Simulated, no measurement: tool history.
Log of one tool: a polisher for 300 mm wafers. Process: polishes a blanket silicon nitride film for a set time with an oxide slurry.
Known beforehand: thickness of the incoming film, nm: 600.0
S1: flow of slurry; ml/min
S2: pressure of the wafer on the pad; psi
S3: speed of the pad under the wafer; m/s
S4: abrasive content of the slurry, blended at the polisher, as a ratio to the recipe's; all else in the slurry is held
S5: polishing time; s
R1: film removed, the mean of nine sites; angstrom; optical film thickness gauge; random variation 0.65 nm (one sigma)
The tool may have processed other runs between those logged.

run,day,S1,S2,S3,S4,S5,R1
1,0,165,4.7,1.16,1,95,890.74
2,0.075,160,4.7,1.16,1,95,881.94
3,0.446,155,4.7,1.16,1,95,865.15
4,0.579,155,4.7,1.16,1,99,922.51
5,0.946,155,4.7,1.16,1,95,881.81
6,1.225,155,4.7,1.16,1.15,95,950.29
7,1.525,150,4.6,1.16,1.15,95,909.71

Forecast run 8:
8,1.8,145,4.6,1.16,1.15,95,?

Run 8 produced R1 930.78 angstrom.
